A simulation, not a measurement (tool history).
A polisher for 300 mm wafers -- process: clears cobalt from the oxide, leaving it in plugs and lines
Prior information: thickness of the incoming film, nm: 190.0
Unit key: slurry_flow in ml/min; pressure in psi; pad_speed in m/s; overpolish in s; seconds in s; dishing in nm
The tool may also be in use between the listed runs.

| run | day | slurry_flow | pressure | pad_speed | overpolish | seconds | dishing |
|---|---|---|---|---|---|---|---|
| 1 | 0.000 | 250 | 1.6 | 0.86 | 27 | 58.906 | 41.771 |
| 2 | 0.100 | 250 | 1.6 | 0.86 | 18 | 58.556 | 32.892 |
| 3 | 0.167 | 250 | 1.6 | 1.00 | 18 | 50.245 | 35.399 |
| 4 | 0.208 | 210 | 1.6 | 1.00 | 18 | 51.351 | 34.591 |
| 5 | 0.492 | 210 | 1.3 | 1.00 | 18 | 60.454 | 31.769 |
|  | 0.546 | worn pad replaced by a new one |
| 6 | 0.546 | 260 | 1.3 | 1.00 | 18 | 53.571 | 35.694 |

Run 7 is up next; what results do you expect?
| 7 | 0.742 | 235 | 1.1 | 1.00 | 20 | ? | ? |

seconds: 60.626 s
dishing: 33.814 nm
